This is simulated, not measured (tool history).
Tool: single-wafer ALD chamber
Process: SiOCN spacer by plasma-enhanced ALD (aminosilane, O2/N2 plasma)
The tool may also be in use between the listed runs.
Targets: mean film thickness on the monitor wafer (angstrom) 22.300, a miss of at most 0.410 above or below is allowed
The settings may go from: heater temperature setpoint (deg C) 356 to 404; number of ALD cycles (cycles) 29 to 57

run,day,heater temperature setpoint (deg C),number of ALD cycles (cycles),mean film thickness on the monitor wafer (angstrom)
1,0.000,380,43,25.815
2,0.192,380,42,25.466
3,0.429,380,41,24.725
4,0.454,390,41,24.646
5,0.825,390,40,24.011
# day 1.104: thermocouple changed; heater temperature recalibrated
6,1.104,390,46,27.618
7,1.162,390,45,26.959
8,1.388,390,38,22.914

4 candidate next runs follow, results not yet known. Just one meets every target within its allowed miss. Identify it.
A,1.612,386,39,?
B,1.612,385,37,?
C,1.612,394,40,?
D,1.612,399,39,?

move,mean film thickness on the monitor wafer (angstrom)
A,23.314
B,22.118
C,23.912
D,23.295
A: its largest miss is bigger than the last run's
B: hits every target within its allowed miss
C: its largest miss is bigger than the last run's
D: its largest miss is bigger than the last run's
So the answer is move B, the one that meets all the targets.
